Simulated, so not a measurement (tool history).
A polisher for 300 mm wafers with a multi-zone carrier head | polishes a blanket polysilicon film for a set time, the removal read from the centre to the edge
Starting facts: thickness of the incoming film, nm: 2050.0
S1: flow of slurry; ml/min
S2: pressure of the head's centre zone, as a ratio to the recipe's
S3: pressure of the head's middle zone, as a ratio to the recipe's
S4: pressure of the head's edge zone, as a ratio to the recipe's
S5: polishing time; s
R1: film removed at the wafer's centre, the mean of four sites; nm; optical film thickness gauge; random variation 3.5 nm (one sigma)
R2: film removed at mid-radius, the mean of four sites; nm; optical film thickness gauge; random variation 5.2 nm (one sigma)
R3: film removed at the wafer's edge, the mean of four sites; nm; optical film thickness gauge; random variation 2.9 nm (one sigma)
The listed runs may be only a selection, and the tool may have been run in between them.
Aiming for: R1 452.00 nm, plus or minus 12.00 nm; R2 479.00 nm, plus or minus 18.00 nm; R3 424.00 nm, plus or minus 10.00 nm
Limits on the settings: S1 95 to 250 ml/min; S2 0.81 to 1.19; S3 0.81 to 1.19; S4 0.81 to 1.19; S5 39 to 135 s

run	hour	S1	S2	S3	S4	S5	R1	R2	R3
1	0.0	160	1.00	1.00	1.00	87	331.90	322.25	333.09
2	4.8	160	1.00	1.00	1.00	107	411.91	402.57	407.75
3	13.2	175	1.00	1.00	1.00	107	412.67	404.15	410.42
4	17.6	175	0.96	1.00	1.00	107	398.27	397.55	409.34
5	25.5	180	0.98	1.04	1.00	107	409.70	417.77	419.01
6	28.9	180	0.98	1.00	1.00	107	413.48	403.58	410.22
7	35.6	190	0.99	1.04	0.98	107	418.07	415.06	407.50
8	38.7	195	1.00	1.08	0.98	107	431.88	433.86	411.64
9	40.7	200	1.00	1.11	0.98	107	426.44	440.78	417.90
10	48.5	205	1.01	1.13	0.97	107	432.81	446.53	414.99
11	51.3	210	1.01	1.15	0.96	107	434.46	450.17	407.48
12	58.9	215	1.01	1.16	0.96	108	442.15	471.84	411.94
13	66.8	220	1.01	1.16	0.97	108	435.15	468.33	420.12
14	73.9	220	1.02	1.16	0.97	108	448.67	457.30	420.71

5 next moves are on the table. One of them brings every result within its allowed miss. Which?
A	81.0	220	1.04	1.12	1.09	107	?	?	?
B	81.0	230	1.03	1.10	0.96	117	?	?	?
C	81.0	215	1.07	1.13	1.11	101	?	?	?
D	81.0	230	1.06	1.14	0.99	101	?	?	?
E	81.0	205	1.00	1.17	0.90	113	?	?	?

move	R1	R2	R3
A	449.78	447.31	437.20
B	490.07	486.58	451.24
C	435.30	423.20	415.55
D	435.34	429.19	395.15
E	452.38	481.04	418.03
A: moves away from the targets compared with the last run
B: corrects the largest miss of the last run, while another result sits out of spec
C: moves away from the targets compared with the last run
D: moves away from the targets compared with the last run
E: every result within its allowed miss
Answer: E
